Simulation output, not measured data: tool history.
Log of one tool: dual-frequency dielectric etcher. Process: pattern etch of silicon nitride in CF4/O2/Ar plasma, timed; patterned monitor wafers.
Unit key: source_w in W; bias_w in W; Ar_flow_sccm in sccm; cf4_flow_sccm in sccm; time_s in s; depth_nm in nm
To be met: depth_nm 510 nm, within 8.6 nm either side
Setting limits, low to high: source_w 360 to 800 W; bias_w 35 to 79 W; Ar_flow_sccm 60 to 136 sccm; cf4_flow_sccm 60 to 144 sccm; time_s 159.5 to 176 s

| run | hour | source_w | bias_w | Ar_flow_sccm | cf4_flow_sccm | time_s | depth_nm |
|---|---|---|---|---|---|---|---|
| 1 | 0 | 580 | 57 | 98 | 102 | 176 | 383.51 |
| 2 | 5.7 | 580 | 57 | 115 | 102 | 176 | 376.32 |
| 3 | 10.5 | 580 | 63 | 115 | 102 | 176 | 390.5 |
| 4 | 16.7 | 610 | 63 | 115 | 102 | 176 | 406.01 |
| 5 | 22.1 | 640 | 63 | 115 | 102 | 176 | 424.33 |
| 6 | 23.8 | 640 | 54 | 115 | 102 | 176 | 401.5 |
| 7 | 31.2 | 750 | 55 | 115 | 102 | 176 | 457.47 |
| 8 | 34.3 | 760 | 56 | 114 | 102 | 176 | 468.62 |
| 9 | 38 | 770 | 57 | 114 | 102 | 176 | 477.75 |
| 10 | 46.6 | 780 | 58 | 114 | 102 | 176 | 483.81 |

Below are 5 possible settings for the next run. Only one of them brings all results inside the allowed miss of their targets. Which is it?
| A | 55.2 | 800 | 61 | 103 | 110 | 174 | ? |
| B | 55.2 | 770 | 71 | 92 | 103 | 176 | ? |
| C | 55.2 | 800 | 63 | 127 | 99 | 159.5 | ? |
| D | 55.2 | 800 | 69 | 115 | 101 | 176 | ? |
| E | 55.2 | 760 | 67 | 108 | 107 | 163.5 | ? |

| move | depth_nm |
|---|---|
| A | 509.88 |
| B | 530.4 |
| C | 453.38 |
| D | 525.61 |
| E | 470.17 |
A: in spec on every target
B: moves the result that the last run missed by most past its target, out the other side
C: lands further from the targets than the last run did
D: moves the result that the last run missed by most past its target, out the other side
E: lands further from the targets than the last run did
The move that meets every target is A.
